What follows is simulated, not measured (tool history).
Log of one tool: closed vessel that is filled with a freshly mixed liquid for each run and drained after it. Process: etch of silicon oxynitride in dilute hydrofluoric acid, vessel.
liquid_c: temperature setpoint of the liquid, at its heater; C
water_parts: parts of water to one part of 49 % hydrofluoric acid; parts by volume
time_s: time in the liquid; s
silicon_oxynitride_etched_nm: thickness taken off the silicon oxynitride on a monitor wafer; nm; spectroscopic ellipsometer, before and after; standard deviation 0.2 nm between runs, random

run 1 hour=0 | liquid_c=23 water_parts=90 time_s=2710 | silicon_oxynitride_etched_nm=51.49
run 2 hour=5.4 | liquid_c=23 water_parts=90 time_s=2915 | silicon_oxynitride_etched_nm=56.31
run 3 hour=8.1 | liquid_c=23 water_parts=90 time_s=2915 | silicon_oxynitride_etched_nm=55.954
run 4 hour=11.2 | liquid_c=23 water_parts=90 time_s=2915 | silicon_oxynitride_etched_nm=55.852
run 5 hour=12.4 | liquid_c=23 water_parts=110 time_s=2915 | silicon_oxynitride_etched_nm=44.623
-- hour=15.4 hydrofluoric acid flow meter replaced
run 6 hour=15.4 | liquid_c=25 water_parts=110 time_s=2915 | silicon_oxynitride_etched_nm=54.872
run 7 hour=18 | liquid_c=23.5 water_parts=110 time_s=2915 | silicon_oxynitride_etched_nm=50.906

Expected results for the next run?
run 8 hour=25.7 | liquid_c=19.5 water_parts=125 time_s=2915 | silicon_oxynitride_etched_nm=?

Run 8 produced silicon_oxynitride_etched_nm 36.651 nm.

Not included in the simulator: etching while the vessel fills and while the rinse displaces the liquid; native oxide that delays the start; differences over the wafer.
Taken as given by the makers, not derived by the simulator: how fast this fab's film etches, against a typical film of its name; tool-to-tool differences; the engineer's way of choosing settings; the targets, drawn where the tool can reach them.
